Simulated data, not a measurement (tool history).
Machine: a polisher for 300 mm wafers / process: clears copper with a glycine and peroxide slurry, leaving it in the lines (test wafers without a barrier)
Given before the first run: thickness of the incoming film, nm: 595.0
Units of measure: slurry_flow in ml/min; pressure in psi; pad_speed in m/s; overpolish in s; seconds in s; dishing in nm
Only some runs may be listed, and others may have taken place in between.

{"run": 1, "hour": 0.0, "slurry_flow": 220, "pressure": 2, "pad_speed": 0.96, "overpolish": 14, "seconds": 135.14, "dishing": 32.581}
{"run": 2, "hour": 5.6, "slurry_flow": 220, "pressure": 1.9, "pad_speed": 0.96, "overpolish": 16, "seconds": 140.43, "dishing": 35.03}
{"run": 3, "hour": 7.4, "slurry_flow": 190, "pressure": 1.9, "pad_speed": 0.96, "overpolish": 16, "seconds": 138.67, "dishing": 33.853}
{"run": 4, "hour": 9.2, "slurry_flow": 190, "pressure": 1.9, "pad_speed": 1.06, "overpolish": 16, "seconds": 132.41, "dishing": 34.598}
{"run": 5, "hour": 13.8, "slurry_flow": 190, "pressure": 1.9, "pad_speed": 0.98, "overpolish": 16, "seconds": 137.04, "dishing": 34.74}
{"run": 6, "hour": 18.5, "slurry_flow": 190, "pressure": 1.9, "pad_speed": 0.98, "overpolish": 13, "seconds": 139.37, "dishing": 29.917}

Estimate the outcome of run 7 from the log above:
{"hour": 20.3, "done": "head pressure recalibrated"}
{"run": 7, "hour": 20.3, "slurry_flow": 195, "pressure": 1.8, "pad_speed": 0.96, "overpolish": 16, "seconds": "?", "dishing": "?"}

seconds: 134.17 s
dishing: 34.675 nm

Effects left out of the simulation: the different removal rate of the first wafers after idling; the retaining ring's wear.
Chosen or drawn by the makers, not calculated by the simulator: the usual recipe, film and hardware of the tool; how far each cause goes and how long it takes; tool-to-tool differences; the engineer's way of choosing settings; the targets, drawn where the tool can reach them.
